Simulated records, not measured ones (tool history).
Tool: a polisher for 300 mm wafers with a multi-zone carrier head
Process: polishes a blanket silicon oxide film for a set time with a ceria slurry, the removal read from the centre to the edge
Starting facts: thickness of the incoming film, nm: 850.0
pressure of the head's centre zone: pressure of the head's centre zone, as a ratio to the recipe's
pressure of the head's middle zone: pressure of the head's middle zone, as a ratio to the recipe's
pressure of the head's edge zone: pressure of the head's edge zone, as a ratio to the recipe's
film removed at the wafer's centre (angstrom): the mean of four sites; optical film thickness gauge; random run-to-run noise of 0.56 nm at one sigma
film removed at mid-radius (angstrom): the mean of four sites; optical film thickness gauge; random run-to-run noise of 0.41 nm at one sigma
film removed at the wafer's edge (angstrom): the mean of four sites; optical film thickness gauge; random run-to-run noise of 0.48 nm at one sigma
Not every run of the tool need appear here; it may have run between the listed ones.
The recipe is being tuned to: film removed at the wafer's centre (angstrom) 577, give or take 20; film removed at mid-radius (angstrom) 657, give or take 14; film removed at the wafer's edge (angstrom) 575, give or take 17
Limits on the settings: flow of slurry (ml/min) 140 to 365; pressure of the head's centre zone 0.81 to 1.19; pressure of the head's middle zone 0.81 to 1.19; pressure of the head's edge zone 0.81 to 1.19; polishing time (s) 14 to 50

run  hour  flow of slurry (ml/min)  pressure of the head's centre zone  pressure of the head's middle zone  pressure of the head's edge zone  polishing time (s)  film removed at the wafer's centre (angstrom)  film removed at mid-radius (angstrom)  film removed at the wafer's edge (angstrom)
  1     0                      235                                   1                                   1                                 1                  32                                         1204.6                                 1200.3                                       1220.1
  2   6.3                      215                                0.98                                   1                              0.96                  28                                         1022.2                                 1037.9                                       1019.3
  3  13.9                      205                                0.95                                   1                              0.93                  25                                         873.16                                 922.26                                       908.42
  4  17.4                      205                                0.95                                   1                              0.97                  25                                         874.72                                 924.14                                       926.79
  5  20.8                      150                                0.95                                   1                              0.97                  25                                         831.11                                 870.23                                       894.36
  6  27.7                      140                                0.95                                   1                              0.97                  25                                         800.02                                 849.39                                       875.28
  7  36.2                      145                                0.95                                1.02                              0.93                  22                                         715.15                                 774.77                                       747.83
  8  38.1                      190                                 0.9                                1.03                              0.83                  16                                         523.12                                 595.73                                       547.59
  9  42.4                      195                                0.98                                1.12                              0.89                  16                                         567.31                                 631.99                                       564.33
 10  49.7                      200                                0.98                                1.13                              0.89                  16                                         566.07                                 639.22                                       575.36

Which of these 4 next moves meets every target?
  A    57                      195                                0.93                                1.19                              0.94                  16                                              ?                                      ?                                            ?
  B    57                      185                                0.94                                1.13                              0.88                  16                                              ?                                      ?                                            ?
  C    57                      200                                1.04                                1.06                              0.88                  16                                              ?                                      ?                                            ?
  D    57                      230                                0.97                                1.15                               0.9                  16                                              ?                                      ?                                            ?

move  film removed at the wafer's centre (angstrom)  film removed at mid-radius (angstrom)  film removed at the wafer's edge (angstrom)
   A                                         531.27                                 662.65                                       581.24
   B                                         530.88                                 633.85                                       560.61
   C                                         588.05                                 614.36                                       566.27
   D                                         566.02                                 662.84                                        580.2
A: puts the biggest miss on target and leaves a different result outside tolerance
B: further off than the last run
C: further off than the last run
D: meets every target
Go with D: it meets all targets.
